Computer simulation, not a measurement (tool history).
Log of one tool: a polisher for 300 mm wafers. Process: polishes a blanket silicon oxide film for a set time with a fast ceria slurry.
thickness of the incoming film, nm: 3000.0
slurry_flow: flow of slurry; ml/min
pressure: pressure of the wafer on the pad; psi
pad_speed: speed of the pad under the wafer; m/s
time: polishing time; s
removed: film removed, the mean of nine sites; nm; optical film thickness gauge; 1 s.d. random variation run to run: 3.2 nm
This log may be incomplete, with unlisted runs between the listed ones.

run,hour,slurry_flow,pressure,pad_speed,time,removed
1,0,195,1.7,1.12,55,571.65
2,4.7,230,1.7,1.12,55,591.28
3,13.6,220,1.4,1.08,55,466.76
4,21.4,215,1.2,1.06,55,400.82
5,25.7,215,1.2,1.06,50,374.5
6,33.7,210,1.1,1.06,50,337.99
7,40.1,195,1.1,1.06,50,328.28
8,46.6,195,1.1,1.06,50,328.2
9,48.5,185,1.1,1.06,50,328.96
10,50.7,175,1.1,1.06,50,324.35

The next listed run, before its measurement:
11,56,165,1.1,1.06,50,?

Run 11 measured removed 322.41 nm.
